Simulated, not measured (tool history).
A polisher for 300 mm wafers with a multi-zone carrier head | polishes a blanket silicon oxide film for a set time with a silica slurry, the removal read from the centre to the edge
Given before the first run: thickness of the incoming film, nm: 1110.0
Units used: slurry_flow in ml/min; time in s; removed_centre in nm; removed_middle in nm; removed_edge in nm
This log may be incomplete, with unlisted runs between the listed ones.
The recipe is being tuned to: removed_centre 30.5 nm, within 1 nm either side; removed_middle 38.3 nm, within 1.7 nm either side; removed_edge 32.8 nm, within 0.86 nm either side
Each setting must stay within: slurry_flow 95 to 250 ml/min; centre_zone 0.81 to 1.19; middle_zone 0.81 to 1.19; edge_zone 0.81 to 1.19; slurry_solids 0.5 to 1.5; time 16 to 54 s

run,hour,slurry_flow,centre_zone,middle_zone,edge_zone,slurry_solids,time,removed_centre,removed_middle,removed_edge
1,0,160,1,1,1,1,35,78.483,78.796,78.648
2,1,160,1,1,1.08,1,35,77.93,80.381,81.278
3,7.5,160,1,1,1.11,1,35,77.853,78.281,82.189
4,15.9,145,0.97,1.03,1.04,0.85,29,57.203,61.075,60.682
5,21.5,140,0.94,1.06,0.99,0.75,26,47.53,51.739,49.757
6,24.7,140,0.98,1.06,0.99,0.75,26,48.416,52.134,50.383
7,26.6,130,0.94,1.09,0.95,0.7,24,40.853,46.569,43.316
8,31.6,125,0.92,1.11,0.91,0.65,24,38.468,45.793,40.694
9,32.8,120,0.9,1.11,0.88,0.6,24,35.685,42.472,38.184
10,41.3,115,0.89,1.12,0.86,0.55,24,33.41,40.169,36.042
11,42.6,115,0.89,1.13,0.85,0.55,24,33.509,40.869,35.598
12,49.9,110,0.88,1.13,0.84,0.55,24,32.594,40.282,35.248
13,51.7,110,0.88,1.13,0.83,0.55,24,32.527,40.237,35.267
14,56.7,110,0.88,1.14,0.82,0.55,24,32.14,41.352,35.04
15,63.6,110,0.88,1.14,0.81,0.5,23,29.327,36.606,31.342

4 candidate next runs follow, results not yet known. Just one meets every target within its allowed miss. Identify it.
A,70.5,105,0.91,1.18,0.81,0.5,22,?,?,?
B,70.5,95,0.86,1.07,0.88,0.55,23,?,?,?
C,70.5,105,0.91,1.06,0.83,0.6,21,?,?,?
D,70.5,105,0.88,1.12,0.81,0.5,24,?,?,?

move,removed_centre,removed_middle,removed_edge
A,29.223,36.01,30.205
B,29.077,35.986,33.633
C,30.549,35.313,31.968
D,30.811,38.064,32.969
A: lands further from the targets than the last run did
B: gets the furthest-off result to its target, but another result is out of tolerance
C: gets the furthest-off result to its target, but another result is out of tolerance
D: hits every target within its allowed miss
Answer: D
